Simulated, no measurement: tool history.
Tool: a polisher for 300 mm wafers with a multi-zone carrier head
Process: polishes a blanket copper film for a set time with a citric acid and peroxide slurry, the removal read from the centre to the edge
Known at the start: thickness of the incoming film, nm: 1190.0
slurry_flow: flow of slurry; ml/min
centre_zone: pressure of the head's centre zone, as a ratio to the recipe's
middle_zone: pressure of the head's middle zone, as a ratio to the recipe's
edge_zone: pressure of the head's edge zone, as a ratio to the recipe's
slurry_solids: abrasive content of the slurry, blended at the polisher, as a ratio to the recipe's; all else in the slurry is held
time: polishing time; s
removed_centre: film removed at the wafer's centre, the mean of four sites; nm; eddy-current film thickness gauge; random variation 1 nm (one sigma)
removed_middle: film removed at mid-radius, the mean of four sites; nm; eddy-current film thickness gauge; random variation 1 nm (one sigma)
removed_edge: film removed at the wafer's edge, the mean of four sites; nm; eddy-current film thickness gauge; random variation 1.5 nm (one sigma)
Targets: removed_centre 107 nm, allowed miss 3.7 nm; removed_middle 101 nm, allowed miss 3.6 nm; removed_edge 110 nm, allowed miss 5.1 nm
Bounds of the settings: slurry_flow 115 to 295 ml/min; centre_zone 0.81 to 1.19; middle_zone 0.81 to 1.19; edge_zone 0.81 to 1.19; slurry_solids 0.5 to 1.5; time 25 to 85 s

run  hour  slurry_flow  centre_zone  middle_zone  edge_zone  slurry_solids  time  removed_centre  removed_middle  removed_edge
  1     0          190            1            1          1              1    55          181.62           176.6        172.95
  2     2          185         0.99         0.98       0.99           0.95    53          168.18          167.06        167.46
  3     8          185         0.96         0.98       0.99           0.95    53          169.57           166.7         164.6
  4  13.7          185         0.96         0.93       0.99           0.95    53          168.44          159.45        161.55
  5  16.6          185         0.96         0.88       0.99           0.95    53          168.03          157.01        167.24
  6  22.4          180         0.95         0.87       0.98            0.9    51          155.31          145.22        156.36
  7    26          175         0.95         0.86       0.96           0.85    50          148.85          138.49        150.23
  8  29.8          175         0.95         0.86       0.94            0.8    49          144.44          132.61        144.93
  9  38.6          175         0.94         0.86       0.93           0.75    48           139.6          130.37        136.66

4 next moves are on the table. One of them brings every result within its allowed miss. Which?
  A  47.4          190         0.86         0.99       0.83            0.6    38               ?               ?             ?
  B  47.4          170         0.92         0.84       0.96           0.95    36               ?               ?             ?
  C  47.4          185         0.94         0.87       0.98            0.8    53               ?               ?             ?
  D  47.4          155         0.83          0.9       0.87           0.75    40               ?               ?             ?

move  removed_centre  removed_middle  removed_edge
   A              96          109.28        99.419
   B          104.54          99.303        109.21
   C          154.37           146.7        158.35
   D          97.642          108.22        108.83
A: takes the result that was furthest off past its target
B: meets every target
C: further off than the last run
D: takes the result that was furthest off past its target
The right move is B.

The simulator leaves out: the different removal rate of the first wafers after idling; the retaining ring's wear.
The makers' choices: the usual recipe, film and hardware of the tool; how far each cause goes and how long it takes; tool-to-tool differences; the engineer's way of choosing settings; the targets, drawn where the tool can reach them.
